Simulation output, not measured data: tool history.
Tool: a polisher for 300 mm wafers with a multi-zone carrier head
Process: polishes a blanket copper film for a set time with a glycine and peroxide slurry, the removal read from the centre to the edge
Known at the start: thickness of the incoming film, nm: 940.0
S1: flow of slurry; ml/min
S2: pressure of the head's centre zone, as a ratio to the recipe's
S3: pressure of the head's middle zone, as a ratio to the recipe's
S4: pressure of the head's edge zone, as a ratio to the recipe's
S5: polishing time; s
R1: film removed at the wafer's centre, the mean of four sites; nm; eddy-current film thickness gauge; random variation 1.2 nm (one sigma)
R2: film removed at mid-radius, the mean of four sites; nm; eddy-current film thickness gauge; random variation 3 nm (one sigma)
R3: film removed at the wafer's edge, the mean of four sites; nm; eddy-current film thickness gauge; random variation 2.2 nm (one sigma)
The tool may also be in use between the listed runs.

run,hour,S1,S2,S3,S4,S5,R1,R2,R3
1,0,125,1,1,1,63,249.51,251.87,249.26
2,4.8,125,1,1.07,1,63,247.69,263.89,245.32
3,12.5,125,1,0.99,1,63,247.84,247.74,245.84
4,16.1,115,0.98,0.98,0.96,61,227.12,228.39,236.33
5,19.9,115,0.99,1,0.94,59,221.85,232.39,224.7
6,24.6,115,0.92,1,0.94,59,211.6,229.36,222.32
7,29.1,85,0.94,0.94,0.84,57,183.45,187.2,188.03
8,29.8,115,0.94,0.97,0.87,57,207.13,214.74,208.05

The next listed run, before its measurement:
9,37.6,115,0.94,0.97,0.87,57,?,?,?

R1: 204.86 nm
R2: 214.83 nm
R3: 209.67 nm

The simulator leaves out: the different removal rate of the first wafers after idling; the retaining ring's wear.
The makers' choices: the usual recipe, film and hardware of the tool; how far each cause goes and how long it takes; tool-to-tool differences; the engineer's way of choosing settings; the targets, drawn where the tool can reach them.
